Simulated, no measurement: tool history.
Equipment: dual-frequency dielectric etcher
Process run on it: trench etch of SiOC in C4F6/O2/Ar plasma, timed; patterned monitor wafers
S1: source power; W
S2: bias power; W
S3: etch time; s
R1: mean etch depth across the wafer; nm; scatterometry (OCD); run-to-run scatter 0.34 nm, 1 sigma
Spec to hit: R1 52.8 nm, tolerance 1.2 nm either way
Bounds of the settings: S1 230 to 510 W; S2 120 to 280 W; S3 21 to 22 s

run,hour,S1,S2,S3,R1
1,0,370,200,21,43.546
2,8.5,370,230,21,45.158
3,16.5,420,230,21,47.971
4,19.9,420,264,21,49.473
5,21.8,430,265,21,50.208
6,25.4,440,266,21,51.071
7,28.8,440,267,21,51.149
8,37.3,440,268,21,51.409

4 next moves are on the table. One of them brings every result within its allowed miss. Which?
A,45.8,400,268,21,?
B,45.8,400,272,21,?
C,45.8,430,280,21.5,?
D,45.8,410,260,21,?

move,R1
A,50.01
B,50.264
C,53.469
D,49.978
A: its largest miss is bigger than the last run's
B: its largest miss is bigger than the last run's
C: every result within its allowed miss
D: its largest miss is bigger than the last run's
The right move is C.
